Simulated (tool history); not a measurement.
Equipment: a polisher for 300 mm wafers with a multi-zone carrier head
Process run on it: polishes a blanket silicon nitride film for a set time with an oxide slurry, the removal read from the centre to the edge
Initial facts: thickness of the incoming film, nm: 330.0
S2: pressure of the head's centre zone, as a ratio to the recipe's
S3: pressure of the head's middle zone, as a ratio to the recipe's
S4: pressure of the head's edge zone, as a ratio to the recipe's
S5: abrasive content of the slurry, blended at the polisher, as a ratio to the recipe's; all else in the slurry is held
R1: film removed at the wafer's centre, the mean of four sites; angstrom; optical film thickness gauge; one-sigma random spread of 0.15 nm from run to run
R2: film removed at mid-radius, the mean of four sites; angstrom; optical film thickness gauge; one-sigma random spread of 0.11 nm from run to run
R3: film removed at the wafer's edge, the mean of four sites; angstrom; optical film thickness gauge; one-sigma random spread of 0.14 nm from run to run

Run 1, hour 0.0: flow of slurry (ml/min) 120, S2 1.00, S3 1.00, S4 1.00, S5 1.00, polishing time (s) 35. Result: R1 230.26 angstrom, R2 226.12 angstrom, R3 217.20 angstrom.
Run 2, hour 2.4: flow of slurry (ml/min) 135, S2 1.00, S3 1.00, S4 1.00, S5 1.00, polishing time (s) 35. Result: R1 239.48 angstrom, R2 233.49 angstrom, R3 226.51 angstrom.
Run 3, hour 11.0: flow of slurry (ml/min) 125, S2 0.99, S3 0.98, S4 0.98, S5 0.95, polishing time (s) 35. Result: R1 226.76 angstrom, R2 216.06 angstrom, R3 215.68 angstrom.
Run 4, hour 17.3: flow of slurry (ml/min) 125, S2 0.99, S3 0.91, S4 0.98, S5 0.95, polishing time (s) 35. Result: R1 223.52 angstrom, R2 210.46 angstrom, R3 213.20 angstrom.
Run 5, hour 25.2: flow of slurry (ml/min) 120, S2 0.98, S3 0.92, S4 0.96, S5 0.90, polishing time (s) 35. Result: R1 217.23 angstrom, R2 201.22 angstrom, R3 199.52 angstrom.
Run 6, hour 30.9: flow of slurry (ml/min) 120, S2 1.06, S3 0.92, S4 0.96, S5 0.90, polishing time (s) 35. Result: R1 236.25 angstrom, R2 200.51 angstrom, R3 202.61 angstrom.
Run 7, hour 37.9: flow of slurry (ml/min) 115, S2 1.03, S3 0.91, S4 0.94, S5 0.85, polishing time (s) 35. Result: R1 215.57 angstrom, R2 191.62 angstrom, R3 192.85 angstrom.

Run 8 has not been measured yet. What should we expect?
Run 8, hour 44.9: flow of slurry (ml/min) 110, S2 1.01, S3 0.90, S4 0.92, S5 0.85, polishing time (s) 35. Result: R1 ?, R2 ?, R3 ?.

Logged for run 8: R1 203.09 angstrom, R2 185.38 angstrom, R3 189.94 angstrom.
